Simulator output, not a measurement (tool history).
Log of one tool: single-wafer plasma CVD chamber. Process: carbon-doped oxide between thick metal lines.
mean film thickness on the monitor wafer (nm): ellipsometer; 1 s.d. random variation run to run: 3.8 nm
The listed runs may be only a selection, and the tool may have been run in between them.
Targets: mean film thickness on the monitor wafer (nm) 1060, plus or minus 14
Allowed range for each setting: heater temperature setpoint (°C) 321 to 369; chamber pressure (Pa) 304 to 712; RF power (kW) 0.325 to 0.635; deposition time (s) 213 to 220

run	hour	heater temperature setpoint (°C)	chamber pressure (Pa)	RF power (kW)	deposition time (s)	mean film thickness on the monitor wafer (nm)
1	0	345	508	0.48	213	942.6
2	4.5	343	532	0.485	213	960.64
3	8.2	343	611	0.485	213	982.63
4	16.8	341	624	0.485	213	987.89
5	19.6	341	624	0.425	213	886.09
6	22.4	341	624	0.425	213	883.4
7	25.6	340	637	0.435	213	907.24
8	28.3	339	648	0.445	213	933.15
9	34.1	337	657	0.45	213	952.58
10	41.5	335	665	0.455	213	965.29
11	44.3	325	712	0.505	214	1087.3
12	47.5	325	712	0.505	214	1089.7
13	53.2	326	708	0.505	214	1088
14	53.9	327	704	0.505	214	1083

Next run, 5 choices. One meets every target within its allowed miss, the rest don't. Which?
A	54.6	331	711	0.46	219	?
B	54.6	322	580	0.49	218	?
C	54.6	328	652	0.53	214	?
D	54.6	336	707	0.475	218	?
E	54.6	322	709	0.495	214	?

move	mean film thickness on the monitor wafer (nm)
A	1026.4
B	1063.1
C	1106.7
D	1032
E	1086.6
A: moves the result that the last run missed by most past its target, out the other side
B: all results land within tolerance of their targets
C: lands further from the targets than the last run did
D: moves the result that the last run missed by most past its target, out the other side
E: lands further from the targets than the last run did
The move that meets every target is B.

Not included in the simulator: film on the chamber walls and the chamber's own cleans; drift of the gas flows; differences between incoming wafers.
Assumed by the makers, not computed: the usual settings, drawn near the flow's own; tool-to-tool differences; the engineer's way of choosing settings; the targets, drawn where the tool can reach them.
